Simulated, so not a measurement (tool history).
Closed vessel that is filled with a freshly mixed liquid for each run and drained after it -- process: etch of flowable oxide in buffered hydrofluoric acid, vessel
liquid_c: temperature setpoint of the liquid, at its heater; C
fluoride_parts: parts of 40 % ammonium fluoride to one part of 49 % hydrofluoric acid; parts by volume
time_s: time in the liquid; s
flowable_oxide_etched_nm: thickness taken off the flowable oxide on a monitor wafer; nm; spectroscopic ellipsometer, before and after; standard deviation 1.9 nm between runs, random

{"run": 1, "hour": 0.0, "liquid_c": 25.0, "fluoride_parts": 9.5, "time_s": 30, "flowable_oxide_etched_nm": 156.83}
{"run": 2, "hour": 2.3, "liquid_c": 25.0, "fluoride_parts": 9.5, "time_s": 30, "flowable_oxide_etched_nm": 156.6}
{"run": 3, "hour": 5.5, "liquid_c": 22.5, "fluoride_parts": 9.5, "time_s": 30, "flowable_oxide_etched_nm": 138.78}
{"run": 4, "hour": 10.9, "liquid_c": 24.5, "fluoride_parts": 9.5, "time_s": 30, "flowable_oxide_etched_nm": 156.18}
{"run": 5, "hour": 12.9, "liquid_c": 24.5, "fluoride_parts": 11.0, "time_s": 30, "flowable_oxide_etched_nm": 136.3}
{"run": 6, "hour": 16.5, "liquid_c": 26.5, "fluoride_parts": 11.0, "time_s": 30, "flowable_oxide_etched_nm": 150.62}

What does the tool deliver on the next run?
{"run": 7, "hour": 21.3, "liquid_c": 28.0, "fluoride_parts": 11.0, "time_s": 30, "flowable_oxide_etched_nm": "?"}

{"run 7": {"flowable_oxide_etched_nm": 162.97}}

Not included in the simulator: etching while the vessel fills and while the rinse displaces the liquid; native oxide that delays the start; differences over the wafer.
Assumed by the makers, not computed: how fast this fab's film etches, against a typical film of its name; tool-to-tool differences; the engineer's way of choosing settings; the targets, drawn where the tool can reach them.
